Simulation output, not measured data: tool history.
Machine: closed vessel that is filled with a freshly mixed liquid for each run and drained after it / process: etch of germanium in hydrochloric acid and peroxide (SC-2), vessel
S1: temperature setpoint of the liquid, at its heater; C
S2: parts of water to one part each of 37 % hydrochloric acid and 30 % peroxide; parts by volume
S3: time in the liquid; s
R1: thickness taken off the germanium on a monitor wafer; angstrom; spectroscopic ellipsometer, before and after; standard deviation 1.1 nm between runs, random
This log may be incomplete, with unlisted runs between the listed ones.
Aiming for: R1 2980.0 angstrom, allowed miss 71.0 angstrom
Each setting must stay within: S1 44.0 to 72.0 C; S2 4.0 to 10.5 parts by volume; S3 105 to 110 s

run	hour	S1	S2	S3	R1
1	0.0	60.0	5.5	105	2650.6
2	1.5	60.0	7.0	105	2610.0
3	7.9	55.0	7.0	105	2237.6
4	10.8	55.0	7.0	110	2355.6
5	15.2	56.0	7.0	110	2404.3
6	24.3	57.0	7.0	110	2479.5
7	29.9	57.5	7.0	110	2518.8
8	32.6	64.0	7.0	110	3060.4

Next run, 4 choices. One meets every target within its allowed miss, the rest don't. Which?
A	35.3	65.5	10.5	110	?
B	35.3	66.0	7.5	105	?
C	35.3	64.5	4.0	110	?
D	35.3	65.0	7.5	105	?

move	R1
A	3075.4
B	3080.3
C	3180.3
D	2993.2
A: further off than the last run
B: further off than the last run
C: further off than the last run
D: hits every target within its allowed miss
Correct choice: D, which meets every target
